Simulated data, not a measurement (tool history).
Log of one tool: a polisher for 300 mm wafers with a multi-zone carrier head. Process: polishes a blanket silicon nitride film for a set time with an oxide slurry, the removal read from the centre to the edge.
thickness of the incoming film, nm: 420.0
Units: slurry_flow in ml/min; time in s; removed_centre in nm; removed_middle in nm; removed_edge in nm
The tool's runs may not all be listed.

{"run": 1, "day": 0.0, "slurry_flow": 220, "centre_zone": 1.0, "middle_zone": 1.0, "edge_zone": 1.0, "slurry_solids": 1.0, "time": 31, "removed_centre": 16.311, "removed_middle": 17.188, "removed_edge": 17.169}
{"run": 2, "day": 0.1, "slurry_flow": 220, "centre_zone": 0.92, "middle_zone": 1.0, "edge_zone": 1.0, "slurry_solids": 1.0, "time": 31, "removed_centre": 15.466, "removed_middle": 16.996, "removed_edge": 17.527}
{"run": 3, "day": 0.267, "slurry_flow": 220, "centre_zone": 0.84, "middle_zone": 1.0, "edge_zone": 1.0, "slurry_solids": 1.0, "time": 31, "removed_centre": 13.945, "removed_middle": 16.857, "removed_edge": 17.122}
{"run": 4, "day": 0.525, "slurry_flow": 220, "centre_zone": 0.87, "middle_zone": 0.99, "edge_zone": 1.01, "slurry_solids": 1.1, "time": 31, "removed_centre": 15.556, "removed_middle": 17.22, "removed_edge": 17.773}
{"run": 5, "day": 0.712, "slurry_flow": 220, "centre_zone": 0.87, "middle_zone": 0.99, "edge_zone": 1.03, "slurry_solids": 1.15, "time": 32, "removed_centre": 16.218, "removed_middle": 19.081, "removed_edge": 19.378}
{"run": 6, "day": 1.017, "slurry_flow": 220, "centre_zone": 0.87, "middle_zone": 0.99, "edge_zone": 1.03, "slurry_solids": 1.15, "time": 38, "removed_centre": 18.973, "removed_middle": 22.144, "removed_edge": 22.081}
{"run": 7, "day": 1.112, "slurry_flow": 220, "centre_zone": 0.87, "middle_zone": 0.99, "edge_zone": 1.03, "slurry_solids": 1.15, "time": 38, "removed_centre": 18.961, "removed_middle": 21.941, "removed_edge": 22.33}

Forecast run 8:
{"run": 8, "day": 1.479, "slurry_flow": 220, "centre_zone": 0.89, "middle_zone": 0.97, "edge_zone": 1.03, "slurry_solids": 1.15, "time": 38, "removed_centre": "?", "removed_middle": "?", "removed_edge": "?"}

removed_centre: 19.747 nm
removed_middle: 21.455 nm
removed_edge: 22.707 nm
